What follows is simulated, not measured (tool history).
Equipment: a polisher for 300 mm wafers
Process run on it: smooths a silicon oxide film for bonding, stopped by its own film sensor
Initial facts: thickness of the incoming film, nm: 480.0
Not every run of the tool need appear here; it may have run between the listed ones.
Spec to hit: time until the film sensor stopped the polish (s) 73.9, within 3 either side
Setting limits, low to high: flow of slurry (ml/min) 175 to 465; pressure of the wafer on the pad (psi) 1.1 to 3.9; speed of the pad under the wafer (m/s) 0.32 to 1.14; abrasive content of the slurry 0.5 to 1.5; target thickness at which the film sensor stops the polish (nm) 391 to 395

run,hour,flow of slurry (ml/min),pressure of the wafer on the pad (psi),speed of the pad under the wafer (m/s),abrasive content of the slurry,target thickness at which the film sensor stops the polish (nm),time until the film sensor stopped the polish (s)
1,0,295,2.5,0.72,1,395,95.199
2,5.7,230,2.5,0.72,1,395,96.338
3,12.2,230,2.7,0.72,1,395,87.448
4,16,230,2.7,0.8,1,395,82.137
5,22,230,2.7,0.8,0.85,395,86.645
6,28.2,230,2.8,0.8,0.85,395,82.445
7,35.3,230,2.9,0.8,0.85,395,81.335
8,38,230,3,0.8,0.85,395,78.008

Consider the 4 candidate settings below. Which is the only one whose results all fall within their allowed miss of target?
A,40.7,245,3.5,0.86,0.7,392,?
B,40.7,330,3.5,0.78,0.9,392,?
C,40.7,285,3.9,0.76,0.75,391,?
D,40.7,245,3.1,0.84,0.8,395,?

move,time until the film sensor stopped the polish (s)
A,68.791
B,68.324
C,67.207
D,73.613
A: moves the result that the last run missed by most past its target, out the other side
B: moves the result that the last run missed by most past its target, out the other side
C: moves the result that the last run missed by most past its target, out the other side
D: in spec on every target
The move that meets every target is D.
